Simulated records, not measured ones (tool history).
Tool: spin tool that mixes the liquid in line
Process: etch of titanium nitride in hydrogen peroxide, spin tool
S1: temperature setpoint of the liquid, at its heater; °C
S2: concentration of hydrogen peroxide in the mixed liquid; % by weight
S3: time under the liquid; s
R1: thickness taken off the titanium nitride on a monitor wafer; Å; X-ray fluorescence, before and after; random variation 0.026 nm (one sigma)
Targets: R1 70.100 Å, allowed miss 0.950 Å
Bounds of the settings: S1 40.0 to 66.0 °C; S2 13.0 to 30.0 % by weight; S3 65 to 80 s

run	day	S1	S2	S3	R1
1	0.000	56.0	24.0	80	33.928
2	0.371	59.5	25.0	80	43.406
3	0.421	59.5	25.0	80	43.694
4	0.521	61.5	25.5	80	49.980
5	0.667	63.0	27.0	80	56.146
6	0.842	63.0	25.0	80	55.190
7	0.921	64.0	26.5	80	59.871
8	1.112	64.5	27.5	80	62.224
9	1.171	64.5	27.5	80	62.298
10	1.238	65.0	28.0	80	64.354
11	1.529	65.5	28.5	80	67.174
12	1.625	65.5	29.0	80	67.035
13	1.875	65.5	29.5	80	67.394

4 next moves are on the table. One of them brings every result within its allowed miss. Which?
A	2.125	65.5	22.0	80	?
B	2.125	66.0	25.5	80	?
C	2.125	66.0	27.0	80	?
D	2.125	66.0	30.0	80	?

move	R1
A	63.213
B	67.451
C	68.301
D	69.910
A: further off than the last run
B: as far off as the last run
C: nearer than the last run, and not there yet
D: meets every target
Move D is the one to make.
